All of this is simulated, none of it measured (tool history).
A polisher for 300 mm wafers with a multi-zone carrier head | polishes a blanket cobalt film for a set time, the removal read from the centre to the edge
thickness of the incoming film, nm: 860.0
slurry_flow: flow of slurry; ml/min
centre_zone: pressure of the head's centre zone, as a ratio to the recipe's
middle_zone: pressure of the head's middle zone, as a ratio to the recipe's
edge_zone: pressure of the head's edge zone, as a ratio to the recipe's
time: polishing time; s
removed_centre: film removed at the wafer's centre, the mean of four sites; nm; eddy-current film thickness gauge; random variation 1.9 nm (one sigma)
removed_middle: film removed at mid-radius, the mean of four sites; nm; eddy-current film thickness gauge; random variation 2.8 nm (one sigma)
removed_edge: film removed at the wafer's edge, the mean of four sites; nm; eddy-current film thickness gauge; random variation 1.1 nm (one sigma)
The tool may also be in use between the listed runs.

Run 1, hour 0.0: slurry_flow 185 ml/min, centre_zone 1.00, middle_zone 1.00, edge_zone 1.00, time 57 s. Result: removed_centre 328.76 nm, removed_middle 346.39 nm, removed_edge 320.58 nm.
Run 2, hour 0.7: slurry_flow 185 ml/min, centre_zone 1.03, middle_zone 1.00, edge_zone 1.00, time 57 s. Result: removed_centre 346.45 nm, removed_middle 336.39 nm, removed_edge 321.06 nm.
Run 3, hour 7.7: slurry_flow 180 ml/min, centre_zone 1.02, middle_zone 0.97, edge_zone 0.97, time 50 s. Result: removed_centre 296.62 nm, removed_middle 294.03 nm, removed_edge 281.99 nm.
Run 4, hour 12.2: slurry_flow 180 ml/min, centre_zone 1.03, middle_zone 0.96, edge_zone 0.95, time 44 s. Result: removed_centre 260.44 nm, removed_middle 257.22 nm, removed_edge 239.32 nm.
At hour 20.1: edge zone pressure recalibrated.
Run 5, hour 20.1: slurry_flow 180 ml/min, centre_zone 1.09, middle_zone 0.96, edge_zone 0.95, time 44 s. Result: removed_centre 279.40 nm, removed_middle 252.66 nm, removed_edge 253.02 nm.
Run 6, hour 21.7: slurry_flow 180 ml/min, centre_zone 1.09, middle_zone 1.04, edge_zone 0.95, time 44 s. Result: removed_centre 280.95 nm, removed_middle 270.79 nm, removed_edge 255.00 nm.
Run 7, hour 23.9: slurry_flow 170 ml/min, centre_zone 1.07, middle_zone 0.99, edge_zone 0.93, time 41 s. Result: removed_centre 256.61 nm, removed_middle 239.91 nm, removed_edge 232.82 nm.
Run 8, hour 29.4: slurry_flow 160 ml/min, centre_zone 1.04, middle_zone 0.96, edge_zone 0.90, time 40 s. Result: removed_centre 237.08 nm, removed_middle 228.92 nm, removed_edge 222.41 nm.
Run 9, hour 31.4: slurry_flow 160 ml/min, centre_zone 1.04, middle_zone 0.96, edge_zone 0.90, time 40 s. Result: removed_centre 239.25 nm, removed_middle 223.33 nm, removed_edge 221.99 nm.
Run 10, hour 33.1: slurry_flow 165 ml/min, centre_zone 1.03, middle_zone 0.94, edge_zone 0.88, time 38 s. Result: removed_centre 222.44 nm, removed_middle 211.38 nm, removed_edge 210.96 nm.
Run 11, hour 40.0: slurry_flow 150 ml/min, centre_zone 1.04, middle_zone 0.92, edge_zone 0.81, time 32 s. Result: removed_centre 183.98 nm, removed_middle 169.28 nm, removed_edge 167.80 nm.

Run 12 comes next. What will it give?
Run 12, hour 40.9: slurry_flow 160 ml/min, centre_zone 1.04, middle_zone 0.93, edge_zone 0.83, time 32 s. Result: removed_centre ?, removed_middle ?, removed_edge ?.

removed_centre: 189.07 nm
removed_middle: 181.25 nm
removed_edge: 171.42 nm
